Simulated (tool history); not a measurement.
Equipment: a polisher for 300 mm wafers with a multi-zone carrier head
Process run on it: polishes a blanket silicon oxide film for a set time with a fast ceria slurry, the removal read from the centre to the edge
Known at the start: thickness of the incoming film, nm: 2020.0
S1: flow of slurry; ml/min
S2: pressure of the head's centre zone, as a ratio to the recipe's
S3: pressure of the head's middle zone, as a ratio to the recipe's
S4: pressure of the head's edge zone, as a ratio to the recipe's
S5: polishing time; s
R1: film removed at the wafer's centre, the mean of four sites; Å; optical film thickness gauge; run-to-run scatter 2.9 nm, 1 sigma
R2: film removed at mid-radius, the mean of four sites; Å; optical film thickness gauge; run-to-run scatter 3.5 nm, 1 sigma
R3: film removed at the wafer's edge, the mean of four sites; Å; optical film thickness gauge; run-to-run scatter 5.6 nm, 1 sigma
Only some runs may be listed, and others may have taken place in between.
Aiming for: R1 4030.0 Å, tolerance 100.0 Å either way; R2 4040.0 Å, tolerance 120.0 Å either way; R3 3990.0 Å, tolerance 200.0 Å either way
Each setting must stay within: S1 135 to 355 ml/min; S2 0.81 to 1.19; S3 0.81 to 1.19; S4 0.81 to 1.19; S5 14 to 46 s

run 1 hour=0.0 | S1=225 S2=1.00 S3=1.00 S4=1.00 S5=30 | R1=6271.9 R2=6203.9 R3=6348.1
run 2 hour=8.0 | S1=225 S2=0.96 S3=1.00 S4=1.00 S5=30 | R1=5934.8 R2=6186.1 R3=6332.3
run 3 hour=14.8 | S1=225 S2=0.90 S3=1.00 S4=1.00 S5=30 | R1=5604.3 R2=6292.6 R3=6257.6
run 4 hour=23.0 | S1=195 S2=0.90 S3=1.00 S4=1.00 S5=30 | R1=5468.2 R2=6172.8 R3=6186.5
run 5 hour=30.3 | S1=195 S2=0.90 S3=1.00 S4=1.04 S5=30 | R1=5421.4 R2=6154.8 R3=6280.0
run 6 hour=32.2 | S1=240 S2=0.90 S3=1.00 S4=1.04 S5=30 | R1=5665.4 R2=6209.8 R3=6483.2
run 7 hour=39.8 | S1=235 S2=0.90 S3=0.98 S4=1.01 S5=28 | R1=5252.0 R2=5779.5 R3=6018.4
run 8 hour=44.7 | S1=230 S2=0.92 S3=0.97 S4=0.98 S5=26 | R1=5010.5 R2=5316.2 R3=5387.3
run 9 hour=53.3 | S1=225 S2=0.92 S3=0.95 S4=0.96 S5=25 | R1=4795.8 R2=5091.6 R3=5144.0
run 10 hour=61.3 | S1=220 S2=0.92 S3=0.93 S4=0.94 S5=24 | R1=4572.9 R2=4734.1 R3=4916.4
run 11 hour=63.4 | S1=220 S2=0.92 S3=0.93 S4=0.94 S5=24 | R1=4488.8 R2=4734.0 R3=4822.2
run 12 hour=66.9 | S1=210 S2=0.93 S3=0.92 S4=0.92 S5=24 | R1=4558.8 R2=4721.5 R3=4809.3
run 13 hour=69.0 | S1=205 S2=0.93 S3=0.91 S4=0.90 S5=23 | R1=4380.4 R2=4424.8 R3=4485.5
run 14 hour=71.6 | S1=195 S2=0.93 S3=0.90 S4=0.89 S5=23 | R1=4303.4 R2=4354.4 R3=4606.9
run 15 hour=72.4 | S1=195 S2=0.93 S3=0.90 S4=0.89 S5=23 | R1=4348.2 R2=4421.0 R3=4489.0
run 16 hour=79.6 | S1=190 S2=0.93 S3=0.89 S4=0.88 S5=23 | R1=4301.3 R2=4310.1 R3=4469.8
run 17 hour=88.0 | S1=190 S2=0.93 S3=0.89 S4=0.87 S5=23 | R1=4320.3 R2=4306.7 R3=4509.2
run 18 hour=95.9 | S1=195 S2=0.93 S3=0.89 S4=0.86 S5=23 | R1=4358.9 R2=4382.8 R3=4356.9
run 19 hour=103.2 | S1=190 S2=0.93 S3=0.88 S4=0.85 S5=23 | R1=4276.4 R2=4291.1 R3=4421.4

Exercise: of the 5 proposed moves below, exactly one satisfies all targets within the stated allowed misses. Which move is it?
run A hour=110.5 | S1=150 S2=0.87 S3=0.81 S4=1.16 S5=24 | R1=? R2=? R3=?
run B hour=110.5 | S1=195 S2=0.93 S3=0.86 S4=0.83 S5=24 | R1=? R2=? R3=?
run C hour=110.5 | S1=265 S2=0.90 S3=1.08 S4=0.81 S5=21 | R1=? R2=? R3=?
run D hour=110.5 | S1=240 S2=1.14 S3=1.13 S4=0.81 S5=19 | R1=? R2=? R3=?
run E hour=110.5 | S1=205 S2=0.94 S3=0.89 S4=0.81 S5=21 | R1=? R2=? R3=?

move=A R1=4006.8 R2=4003.8 R3=5063.7
move=B R1=4544.5 R2=4376.0 R3=4537.7
move=C R1=4041.6 R2=4638.5 R3=4051.8
move=D R1=4578.4 R2=4270.3 R3=3630.1
move=E R1=4057.0 R2=3944.4 R3=3954.7
A: the worst result of the last run now meets its target, but another is out of spec
B: moves away from the targets compared with the last run
C: the worst result of the last run now meets its target, but another is out of spec
D: moves away from the targets compared with the last run
E: all results land within tolerance of their targets
Correct choice: E, which meets every target
